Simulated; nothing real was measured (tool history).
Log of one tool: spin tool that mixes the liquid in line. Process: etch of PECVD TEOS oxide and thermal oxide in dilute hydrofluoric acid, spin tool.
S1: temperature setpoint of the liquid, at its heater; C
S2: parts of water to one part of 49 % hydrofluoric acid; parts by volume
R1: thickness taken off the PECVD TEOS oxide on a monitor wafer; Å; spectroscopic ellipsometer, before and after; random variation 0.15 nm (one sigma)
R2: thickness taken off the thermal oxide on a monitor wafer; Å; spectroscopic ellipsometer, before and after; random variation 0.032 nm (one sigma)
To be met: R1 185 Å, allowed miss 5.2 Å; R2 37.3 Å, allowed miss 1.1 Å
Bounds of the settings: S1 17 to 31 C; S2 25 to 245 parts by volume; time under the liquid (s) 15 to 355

{"run": 1, "hour": 0.0, "S1": 23, "S2": 135, "time under the liquid (s)": 180, "R1": 286.38, "R2": 58.154}
{"run": 2, "hour": 1.9, "S1": 22, "S2": 140, "time under the liquid (s)": 180, "R1": 262.16, "R2": 53.678}
{"run": 3, "hour": 5.7, "S1": 19.5, "S2": 140, "time under the liquid (s)": 180, "R1": 241.21, "R2": 48.265}
{"run": 4, "hour": 7.2, "S1": 19, "S2": 145, "time under the liquid (s)": 180, "R1": 222.01, "R2": 44.903}
{"run": 5, "hour": 13.3, "S1": 21, "S2": 145, "time under the liquid (s)": 180, "R1": 242.09, "R2": 48.233}
{"run": 6, "hour": 22.2, "S1": 20.5, "S2": 145, "time under the liquid (s)": 180, "R1": 240.07, "R2": 47.37}
{"run": 7, "hour": 30.7, "S1": 20, "S2": 145, "time under the liquid (s)": 180, "R1": 234.99, "R2": 46.484}
{"run": 8, "hour": 39.3, "S1": 20, "S2": 145, "time under the liquid (s)": 180, "R1": 234.2, "R2": 46.802}
{"run": 9, "hour": 44.2, "S1": 20, "S2": 145, "time under the liquid (s)": 180, "R1": 234.42, "R2": 47.347}
{"run": 10, "hour": 50.2, "S1": 19.5, "S2": 150, "time under the liquid (s)": 180, "R1": 218.84, "R2": 44.519}
{"run": 11, "hour": 58.0, "S1": 19, "S2": 150, "time under the liquid (s)": 180, "R1": 212.14, "R2": 42.338}
{"run": 12, "hour": 61.9, "S1": 18.5, "S2": 150, "time under the liquid (s)": 180, "R1": 208.12, "R2": 42.465}
{"run": 13, "hour": 64.0, "S1": 18, "S2": 155, "time under the liquid (s)": 180, "R1": 199.96, "R2": 39.412}

4 next moves are on the table. One of them brings every result within its allowed miss. Which?
{"run": "A", "hour": 66.1, "S1": 17, "S2": 220, "time under the liquid (s)": 300, "R1": "?", "R2": "?"}
{"run": "B", "hour": 66.1, "S1": 17, "S2": 140, "time under the liquid (s)": 165, "R1": "?", "R2": "?"}
{"run": "C", "hour": 66.1, "S1": 20.5, "S2": 190, "time under the liquid (s)": 195, "R1": "?", "R2": "?"}
{"run": "D", "hour": 66.1, "S1": 17.5, "S2": 130, "time under the liquid (s)": 155, "R1": "?", "R2": "?"}

move=A R1=213.82 R2=42.961
move=B R1=199.18 R2=40.02
move=C R1=189.81 R2=38.138
move=D R1=207.76 R2=41.744
A: further off than the last run
B: nearer than the last run, and not there yet
C: meets every target
D: further off than the last run
Move C is the one to make.

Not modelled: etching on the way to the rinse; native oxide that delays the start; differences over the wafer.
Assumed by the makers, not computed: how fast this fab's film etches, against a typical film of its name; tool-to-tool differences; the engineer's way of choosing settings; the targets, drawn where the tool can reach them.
